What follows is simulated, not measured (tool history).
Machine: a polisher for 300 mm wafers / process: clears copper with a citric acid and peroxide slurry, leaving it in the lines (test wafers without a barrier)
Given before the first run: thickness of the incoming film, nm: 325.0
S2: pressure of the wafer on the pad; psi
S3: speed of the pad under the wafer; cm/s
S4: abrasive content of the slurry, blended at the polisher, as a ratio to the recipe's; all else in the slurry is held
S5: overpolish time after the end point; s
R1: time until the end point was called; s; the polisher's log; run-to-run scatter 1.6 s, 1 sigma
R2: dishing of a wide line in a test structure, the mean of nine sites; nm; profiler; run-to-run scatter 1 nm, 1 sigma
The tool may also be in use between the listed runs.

Run 1, hour 0: flow of slurry (ml/min) 190, S2 4.1 psi, S3 126 cm/s, S4 1, S5 26 s. Result: R1 91.552 s, R2 58.129 nm.
Run 2, hour 5.9: flow of slurry (ml/min) 210, S2 4.1 psi, S3 126 cm/s, S4 1, S5 26 s. Result: R1 89.573 s, R2 59.169 nm.
Run 3, hour 8.8: flow of slurry (ml/min) 205, S2 3.9 psi, S3 126 cm/s, S4 1, S5 28 s. Result: R1 92.325 s, R2 59.13 nm.
Run 4, hour 16.9: flow of slurry (ml/min) 205, S2 3.9 psi, S3 106 cm/s, S4 1, S5 28 s. Result: R1 108.69 s, R2 51.846 nm.
Run 5, hour 18.7: flow of slurry (ml/min) 200, S2 3.8 psi, S3 106 cm/s, S4 1, S5 30 s. Result: R1 111.61 s, R2 53.881 nm.
Run 6, hour 22.1: flow of slurry (ml/min) 200, S2 3.8 psi, S3 106 cm/s, S4 1, S5 41 s. Result: R1 113.22 s, R2 70.542 nm.

Run 7 is up next; what results do you expect?
Run 7, hour 23.8: flow of slurry (ml/min) 200, S2 3.8 psi, S3 106 cm/s, S4 1, S5 40 s. Result: R1 ?, R2 ?.

Run 7 measured R1 114.24 s, R2 70.397 nm.
